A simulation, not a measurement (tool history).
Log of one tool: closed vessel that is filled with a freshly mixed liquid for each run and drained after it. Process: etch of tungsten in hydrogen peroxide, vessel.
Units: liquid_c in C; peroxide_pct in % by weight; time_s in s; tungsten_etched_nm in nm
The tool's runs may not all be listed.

Run 1, hour 0.0: liquid_c 53.0 C, peroxide_pct 18.0 % by weight, time_s 85 s. Result: tungsten_etched_nm 74.236 nm.
Run 2, hour 8.3: liquid_c 59.5 C, peroxide_pct 18.0 % by weight, time_s 85 s. Result: tungsten_etched_nm 107.720 nm.
Run 3, hour 12.7: liquid_c 57.0 C, peroxide_pct 18.0 % by weight, time_s 85 s. Result: tungsten_etched_nm 92.533 nm.
Run 4, hour 17.3: liquid_c 57.0 C, peroxide_pct 18.0 % by weight, time_s 85 s. Result: tungsten_etched_nm 93.761 nm.
Run 5, hour 18.7: liquid_c 57.0 C, peroxide_pct 18.0 % by weight, time_s 85 s. Result: tungsten_etched_nm 92.442 nm.
Run 6, hour 19.4: liquid_c 57.0 C, peroxide_pct 14.5 % by weight, time_s 85 s. Result: tungsten_etched_nm 82.949 nm.

Run 7 comes next. What will it give?
Run 7, hour 21.5: liquid_c 55.0 C, peroxide_pct 14.5 % by weight, time_s 85 s. Result: tungsten_etched_nm ?.

{"run 7": {"tungsten_etched_nm": 74.422}}
